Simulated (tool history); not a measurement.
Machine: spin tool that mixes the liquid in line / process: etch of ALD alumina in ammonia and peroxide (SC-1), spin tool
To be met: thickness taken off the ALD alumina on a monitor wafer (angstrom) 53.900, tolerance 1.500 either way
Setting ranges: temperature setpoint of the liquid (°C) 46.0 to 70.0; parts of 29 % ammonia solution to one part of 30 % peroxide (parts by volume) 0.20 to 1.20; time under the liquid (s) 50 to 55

run	hour	temperature setpoint of the liquid (°C)	parts of 29 % ammonia solution to one part of 30 % peroxide (parts by volume)	time under the liquid (s)	thickness taken off the ALD alumina on a monitor wafer (angstrom)
1	0.0	62.0	0.75	50	77.812
2	6.3	61.0	0.75	50	73.348
3	11.5	64.5	0.75	50	88.305
4	15.2	58.0	0.75	50	63.573
5	21.8	58.0	0.60	50	61.306
6	29.7	57.5	0.60	50	60.717
7	37.3	57.0	0.60	50	58.956
8	38.3	57.0	0.60	50	59.407
9	38.8	56.0	0.60	50	56.349

Which of these 4 next moves meets every target?
A	39.3	55.0	0.60	50	?
B	39.3	54.5	0.60	55	?
C	39.3	55.5	0.90	50	?
D	39.3	56.5	0.70	50	?

move	thickness taken off the ALD alumina on a monitor wafer (angstrom)
A	53.911
B	57.745
C	57.529
D	59.218
A: every result lands within tolerance
B: lands further from the targets than the last run did
C: lands further from the targets than the last run did
D: lands further from the targets than the last run did
The move that meets every target is A.

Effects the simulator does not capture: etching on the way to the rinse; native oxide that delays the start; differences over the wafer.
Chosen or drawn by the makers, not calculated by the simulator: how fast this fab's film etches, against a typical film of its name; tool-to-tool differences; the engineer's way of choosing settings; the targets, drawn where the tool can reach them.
